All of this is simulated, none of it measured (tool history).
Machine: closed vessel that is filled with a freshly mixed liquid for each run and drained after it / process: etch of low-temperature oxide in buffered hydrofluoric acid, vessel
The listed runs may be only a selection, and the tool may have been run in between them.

| run | hour | temperature setpoint of the liquid (°C) | parts of 40 % ammonium fluoride to one part of 49 % hydrofluoric acid (parts by volume) | time in the liquid (s) | thickness taken off the low-temperature oxide on a monitor wafer (Å) |
|---|---|---|---|---|---|
| 1 | 0 | 21 | 14 | 35 | 734.48 |
| 2 | 4.4 | 22 | 14 | 35 | 777.65 |
| 3 | 8.3 | 22 | 14 | 35 | 773.17 |
| 4 | 15.4 | 25 | 14 | 35 | 912.83 |
| 5 | 22.2 | 25 | 14 | 35 | 919.96 |
| 6 | 28.8 | 25 | 14 | 35 | 909.85 |
| 7 | 33.5 | 25.5 | 14 | 35 | 954.27 |
| 8 | 41.1 | 25.5 | 14 | 35 | 931.71 |

Forecast run 9:
| 9 | 42.8 | 26 | 14 | 35 | ? |

Logged for run 9: thickness taken off the low-temperature oxide on a monitor wafer (Å) 951.9.
